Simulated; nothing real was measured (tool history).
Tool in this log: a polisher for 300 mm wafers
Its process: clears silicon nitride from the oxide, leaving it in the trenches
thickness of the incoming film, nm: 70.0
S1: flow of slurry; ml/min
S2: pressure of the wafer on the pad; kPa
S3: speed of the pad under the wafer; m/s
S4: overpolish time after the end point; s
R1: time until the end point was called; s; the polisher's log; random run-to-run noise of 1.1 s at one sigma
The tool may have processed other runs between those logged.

run 1 hour=0.0 | S1=225 S2=16.5 S3=1.26 S4=14 | R1=79.145
run 2 hour=6.1 | S1=195 S2=16.5 S3=1.26 S4=14 | R1=80.492
run 3 hour=10.5 | S1=195 S2=17.9 S3=1.28 S4=14 | R1=74.520
run 4 hour=17.2 | S1=195 S2=19.3 S3=1.30 S4=14 | R1=68.430
run 5 hour=18.2 | S1=195 S2=17.2 S3=1.30 S4=14 | R1=75.120
run 6 hour=19.5 | S1=195 S2=13.8 S3=1.30 S4=14 | R1=93.723

Run 7, settings as shown, results not yet in. Your forecast:
run 7 hour=24.4 | S1=195 S2=15.9 S3=1.34 S4=14 | R1=?

R1: 77.978 s
